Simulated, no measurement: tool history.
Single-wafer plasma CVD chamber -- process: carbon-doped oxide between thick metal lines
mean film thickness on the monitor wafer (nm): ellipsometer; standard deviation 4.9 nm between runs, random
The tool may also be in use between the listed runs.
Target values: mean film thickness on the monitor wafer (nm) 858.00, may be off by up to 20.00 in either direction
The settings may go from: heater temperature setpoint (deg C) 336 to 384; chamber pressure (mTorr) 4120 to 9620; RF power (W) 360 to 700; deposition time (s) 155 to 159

run,hour,heater temperature setpoint (deg C),chamber pressure (mTorr),RF power (W),deposition time (s),mean film thickness on the monitor wafer (nm)
1,0.0,360,6870,530,155,741.19
2,1.8,360,7840,530,155,752.50
3,7.4,360,7840,530,155,757.53
4,13.9,352,7840,530,155,772.18
5,16.3,352,6650,530,155,748.45
6,20.4,352,6650,470,155,699.57
7,23.6,352,6850,495,156,736.58
8,29.0,351,7050,515,156,753.36
9,36.9,350,7240,530,156,771.21
10,40.2,349,7410,545,156,788.58
11,42.2,349,7570,555,156,809.67
# hour 49.0: capacitance manometer re-zeroed and calibrated
12,49.0,349,7570,555,156,793.35
13,49.8,349,7680,565,156,803.78
14,58.3,349,7800,575,156,821.43
15,64.8,349,7900,580,156,819.80
16,69.4,349,7990,585,156,836.63

Pick the move, out of 4, that brings all results within their allowed miss; only one does.
A,74.0,344,7860,605,156,?
B,74.0,348,8430,560,155,?
C,74.0,337,8090,535,155,?
D,74.0,351,8650,580,155,?

move,mean film thickness on the monitor wafer (nm)
A,868.61
B,817.85
C,821.09
D,829.64
A: all results land within tolerance of their targets
B: its largest miss is bigger than the last run's
C: its largest miss is bigger than the last run's
D: its largest miss is bigger than the last run's
Go with A: it meets all targets.

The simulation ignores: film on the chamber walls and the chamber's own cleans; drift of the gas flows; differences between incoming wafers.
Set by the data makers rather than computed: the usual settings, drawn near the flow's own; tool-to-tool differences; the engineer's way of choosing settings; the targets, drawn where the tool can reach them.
